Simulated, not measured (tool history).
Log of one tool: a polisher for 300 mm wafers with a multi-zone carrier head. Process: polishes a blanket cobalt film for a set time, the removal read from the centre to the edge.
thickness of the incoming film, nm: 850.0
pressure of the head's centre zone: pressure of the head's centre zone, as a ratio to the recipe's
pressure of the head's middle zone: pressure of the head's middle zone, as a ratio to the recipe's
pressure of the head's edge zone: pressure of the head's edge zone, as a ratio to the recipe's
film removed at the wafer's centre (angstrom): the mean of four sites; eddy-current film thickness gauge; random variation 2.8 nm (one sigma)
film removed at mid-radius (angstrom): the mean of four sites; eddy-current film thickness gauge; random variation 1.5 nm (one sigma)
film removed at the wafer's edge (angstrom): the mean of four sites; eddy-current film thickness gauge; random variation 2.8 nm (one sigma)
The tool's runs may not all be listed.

| run | hour | flow of slurry (ml/min) | pressure of the head's centre zone | pressure of the head's middle zone | pressure of the head's edge zone | polishing time (s) | film removed at the wafer's centre (angstrom) | film removed at mid-radius (angstrom) | film removed at the wafer's edge (angstrom) |
|---|---|---|---|---|---|---|---|---|---|
| 1 | 0 | 130 | 1 | 1 | 1 | 59 | 3592.4 | 3638.4 | 3457.7 |
| 2 | 4.6 | 130 | 1 | 1 | 1.05 | 59 | 3641 | 3650 | 3537.1 |
| 3 | 7.8 | 130 | 1.03 | 1 | 1.05 | 59 | 3629.3 | 3613.5 | 3575.1 |
| 4 | 11.7 | 130 | 1.03 | 1 | 1.05 | 47 | 2988.2 | 2843.6 | 2867 |
| 5 | 17.3 | 130 | 1.03 | 1.05 | 1.05 | 47 | 2951.4 | 2993 | 2873.6 |
| 6 | 22.1 | 105 | 1.03 | 1.05 | 1.05 | 47 | 2820.7 | 2880.8 | 2776.6 |
| 7 | 23 | 100 | 0.98 | 1.02 | 1.04 | 44 | 2426.4 | 2562.5 | 2558.6 |
| 8 | 29.8 | 95 | 0.95 | 0.99 | 1 | 43 | 2274.5 | 2415.7 | 2424.9 |

Run 9 comes next. What will it give?
| 9 | 31.2 | 95 | 0.95 | 0.99 | 1 | 43 | ? | ? | ? |

film removed at the wafer's centre (angstrom): 2264.2
film removed at mid-radius (angstrom): 2414.1
film removed at the wafer's edge (angstrom): 2485.1

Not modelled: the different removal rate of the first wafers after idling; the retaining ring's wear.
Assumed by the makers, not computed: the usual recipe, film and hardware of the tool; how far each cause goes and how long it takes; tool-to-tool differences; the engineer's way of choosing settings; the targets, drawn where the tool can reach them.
